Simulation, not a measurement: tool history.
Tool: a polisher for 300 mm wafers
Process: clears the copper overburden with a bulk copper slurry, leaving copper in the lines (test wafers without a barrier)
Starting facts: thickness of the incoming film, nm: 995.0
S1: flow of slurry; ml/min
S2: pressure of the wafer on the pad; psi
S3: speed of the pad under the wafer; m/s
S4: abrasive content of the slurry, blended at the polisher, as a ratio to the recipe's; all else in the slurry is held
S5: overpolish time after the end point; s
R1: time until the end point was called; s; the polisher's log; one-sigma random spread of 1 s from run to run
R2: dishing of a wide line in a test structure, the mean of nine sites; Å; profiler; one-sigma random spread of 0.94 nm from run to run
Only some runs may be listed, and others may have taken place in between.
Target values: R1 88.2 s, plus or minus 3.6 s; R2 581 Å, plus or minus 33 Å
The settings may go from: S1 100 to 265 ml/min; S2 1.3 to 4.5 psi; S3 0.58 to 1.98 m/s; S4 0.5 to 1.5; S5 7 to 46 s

run	hour	S1	S2	S3	S4	S5	R1	R2
1	0	170	2.9	1.28	1	24	79.238	1063.9
2	4.7	170	2.9	1.28	1	16	80.117	923.59
3	11	170	2.9	1.28	1	9	79.296	671.65
4	16.7	170	2.7	1.32	1	8	82.362	603.98
5	24.2	170	2.7	1.12	1	8	96.271	543.02
6	30.3	170	2.4	1.12	1	8	109.27	499.46
7	35.6	175	2.6	1.12	1	8	98.682	526.7
8	43.9	180	2.7	1.12	1	8	96.203	545.14
9	51.8	180	2.8	1.12	1	8	93.534	553.18

Pick the move, out of 4, that brings all results within their allowed miss; only one does.
A	59.7	230	3.4	0.9	0.9	7	?	?
B	59.7	135	2.5	1.54	0.7	8	?	?
C	59.7	180	2.8	1.12	0.9	8	?	?
D	59.7	240	3	0.96	0.9	9	?	?

move	R1	R2
A	94.706	500.46
B	87.361	574.17
C	95.53	543.17
D	100.08	573.93
A: lands further from the targets than the last run did
B: meets every target
C: lands further from the targets than the last run did
D: lands further from the targets than the last run did
Correct choice: B, which meets every target
